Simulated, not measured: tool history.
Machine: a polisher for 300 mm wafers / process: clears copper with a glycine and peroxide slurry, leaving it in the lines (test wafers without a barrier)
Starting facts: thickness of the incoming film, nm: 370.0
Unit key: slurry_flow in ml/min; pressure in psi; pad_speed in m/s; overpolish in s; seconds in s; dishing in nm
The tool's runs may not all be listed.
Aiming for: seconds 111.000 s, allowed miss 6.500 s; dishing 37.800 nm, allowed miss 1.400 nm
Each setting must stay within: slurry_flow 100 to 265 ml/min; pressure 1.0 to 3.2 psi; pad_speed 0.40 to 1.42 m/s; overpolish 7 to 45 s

{"run": 1, "hour": 0.0, "slurry_flow": 170, "pressure": 2.1, "pad_speed": 0.9, "overpolish": 23, "seconds": 84.372, "dishing": 57.456}
{"run": 2, "hour": 5.8, "slurry_flow": 195, "pressure": 2.1, "pad_speed": 0.9, "overpolish": 23, "seconds": 86.417, "dishing": 56.888}
{"run": 3, "hour": 14.6, "slurry_flow": 195, "pressure": 2.0, "pad_speed": 0.9, "overpolish": 21, "seconds": 83.298, "dishing": 52.327}
{"run": 4, "hour": 16.8, "slurry_flow": 195, "pressure": 1.9, "pad_speed": 0.88, "overpolish": 21, "seconds": 88.591, "dishing": 51.588}
{"run": 5, "hour": 22.5, "slurry_flow": 170, "pressure": 1.9, "pad_speed": 0.88, "overpolish": 21, "seconds": 89.539, "dishing": 50.213}
{"run": 6, "hour": 29.4, "slurry_flow": 170, "pressure": 1.8, "pad_speed": 0.88, "overpolish": 21, "seconds": 89.806, "dishing": 50.103}
{"run": 7, "hour": 38.1, "slurry_flow": 170, "pressure": 1.7, "pad_speed": 0.86, "overpolish": 20, "seconds": 96.01, "dishing": 47.387}
{"run": 8, "hour": 42.1, "slurry_flow": 170, "pressure": 1.6, "pad_speed": 0.86, "overpolish": 19, "seconds": 93.982, "dishing": 44.609}
{"run": 9, "hour": 44.3, "slurry_flow": 170, "pressure": 1.5, "pad_speed": 0.84, "overpolish": 19, "seconds": 102.91, "dishing": 43.582}
{"run": 10, "hour": 50.4, "slurry_flow": 170, "pressure": 1.4, "pad_speed": 0.84, "overpolish": 19, "seconds": 101.21, "dishing": 43.053}
{"run": 11, "hour": 55.6, "slurry_flow": 170, "pressure": 1.0, "pad_speed": 0.82, "overpolish": 17, "seconds": 115.83, "dishing": 35.914}

4 next moves are on the table. One of them brings every result within its allowed miss. Which?
{"run": "A", "hour": 60.8, "slurry_flow": 215, "pressure": 1.0, "pad_speed": 0.82, "overpolish": 16, "seconds": "?", "dishing": "?"}
{"run": "B", "hour": 60.8, "slurry_flow": 155, "pressure": 1.4, "pad_speed": 0.62, "overpolish": 16, "seconds": "?", "dishing": "?"}
{"run": "C", "hour": 60.8, "slurry_flow": 200, "pressure": 1.2, "pad_speed": 0.76, "overpolish": 17, "seconds": "?", "dishing": "?"}
{"run": "D", "hour": 60.8, "slurry_flow": 150, "pressure": 1.0, "pad_speed": 0.66, "overpolish": 18, "seconds": "?", "dishing": "?"}

move=A seconds=114.700 dishing=34.146
move=B seconds=117.890 dishing=33.682
move=C seconds=112.240 dishing=36.533
move=D seconds=129.320 dishing=34.319
A: further off than the last run
B: further off than the last run
C: meets every target
D: further off than the last run
Answer: C
